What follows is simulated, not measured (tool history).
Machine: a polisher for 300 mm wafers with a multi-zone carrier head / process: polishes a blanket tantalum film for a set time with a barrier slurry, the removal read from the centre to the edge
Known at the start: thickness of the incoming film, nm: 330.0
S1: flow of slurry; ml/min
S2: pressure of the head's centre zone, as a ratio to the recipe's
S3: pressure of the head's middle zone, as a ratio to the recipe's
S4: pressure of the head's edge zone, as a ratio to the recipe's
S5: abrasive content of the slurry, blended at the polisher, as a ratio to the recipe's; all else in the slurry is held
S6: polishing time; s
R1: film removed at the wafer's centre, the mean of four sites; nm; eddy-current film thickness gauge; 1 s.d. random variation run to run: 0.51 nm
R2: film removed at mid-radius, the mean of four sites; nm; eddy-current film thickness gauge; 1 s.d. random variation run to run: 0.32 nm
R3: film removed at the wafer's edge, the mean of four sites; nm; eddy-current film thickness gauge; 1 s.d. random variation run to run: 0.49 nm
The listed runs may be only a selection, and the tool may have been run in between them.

run 1 day=0.000 | S1=315 S2=1.00 S3=1.00 S4=1.00 S5=1.00 S6=55 | R1=93.346 R2=92.368 R3=96.482
run 2 day=0.075 | S1=315 S2=0.99 S3=1.00 S4=0.98 S5=0.95 S6=51 | R1=84.426 R2=85.061 R3=85.485
run 3 day=0.154 | S1=315 S2=0.99 S3=1.00 S4=0.98 S5=0.95 S6=58 | R1=95.928 R2=95.377 R3=95.546
run 4 day=0.250 | S1=315 S2=0.99 S3=1.00 S4=0.98 S5=0.95 S6=68 | R1=113.130 R2=112.000 R3=115.880
run 5 day=0.621 | S1=310 S2=0.97 S3=0.99 S4=0.96 S5=0.90 S6=63 | R1=101.310 R2=101.020 R3=103.940
run 6 day=0.667 | S1=310 S2=0.96 S3=0.99 S4=0.95 S5=0.85 S6=58 | R1=90.079 R2=91.982 R3=94.848
run 7 day=0.908 | S1=310 S2=0.96 S3=0.99 S4=0.95 S5=0.85 S6=58 | R1=90.492 R2=91.611 R3=94.124
run 8 day=1.046 | S1=315 S2=0.96 S3=1.00 S4=0.94 S5=0.80 S6=54 | R1=83.287 R2=85.620 R3=84.959
run 9 day=1.392 | S1=320 S2=0.95 S3=1.00 S4=0.93 S5=0.75 S6=50 | R1=74.587 R2=77.564 R3=77.796
run 10 day=1.692 | S1=320 S2=0.95 S3=1.01 S4=0.92 S5=0.70 S6=47 | R1=68.739 R2=72.458 R3=71.088
-- day=1.879 slurry nozzle cleaned
run 11 day=1.879 | S1=320 S2=0.95 S3=1.01 S4=0.91 S5=0.65 S6=45 | R1=66.302 R2=70.222 R3=67.485
run 12 day=1.983 | S1=315 S2=0.86 S3=0.96 S4=0.82 S5=0.50 S6=30 | R1=37.964 R2=41.792 R3=40.880
run 13 day=2.233 | S1=370 S2=0.96 S3=1.06 S4=0.92 S5=0.55 S6=28 | R1=41.339 R2=43.754 R3=40.328
run 14 day=2.479 | S1=360 S2=0.96 S3=1.07 S4=0.94 S5=0.60 S6=28 | R1=42.455 R2=45.306 R3=42.806

Run 15 is up next; what results do you expect?
run 15 day=2.688 | S1=350 S2=0.96 S3=1.08 S4=0.95 S5=0.60 S6=28 | R1=? R2=? R3=?

{"run 15": {"R1": 41.357, "R2": 44.918, "R3": 42.316}}
